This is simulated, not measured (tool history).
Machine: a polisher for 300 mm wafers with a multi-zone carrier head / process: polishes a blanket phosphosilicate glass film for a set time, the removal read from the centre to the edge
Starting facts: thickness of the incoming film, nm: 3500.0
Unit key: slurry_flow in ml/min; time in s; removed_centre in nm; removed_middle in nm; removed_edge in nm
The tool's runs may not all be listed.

run,hour,slurry_flow,centre_zone,middle_zone,edge_zone,slurry_solids,time,removed_centre,removed_middle,removed_edge
1,0,185,1,1,1,1,33,372.82,385.27,389.55
2,2.2,185,0.96,1,1,1,33,357.4,384.5,383.18
3,9.9,175,0.93,0.96,0.94,0.85,33,311.64,341.23,334.99
4,10.6,175,0.87,0.96,0.94,0.85,33,286.87,341.42,332.13
5,13,165,0.87,0.92,0.9,0.8,33,277.19,313.08,308.08
6,14,155,0.86,0.9,0.87,0.8,33,267.3,308.85,304.05
7,15.1,155,0.87,0.88,0.85,0.75,33,261.47,290.09,291.35
8,16.9,155,0.87,0.88,0.85,0.75,33,258.11,287.49,282.85
# hour 22.6: centre zone pressure recalibrated
9,22.6,145,0.88,0.87,0.84,0.75,33,278.67,284.14,287.94

Run 10 comes next. What will it give?
10,28.6,145,0.88,0.87,0.84,0.75,33,?,?,?

Run 10 measured removed_centre 274.59 nm, removed_middle 282.9 nm, removed_edge 286.62 nm.
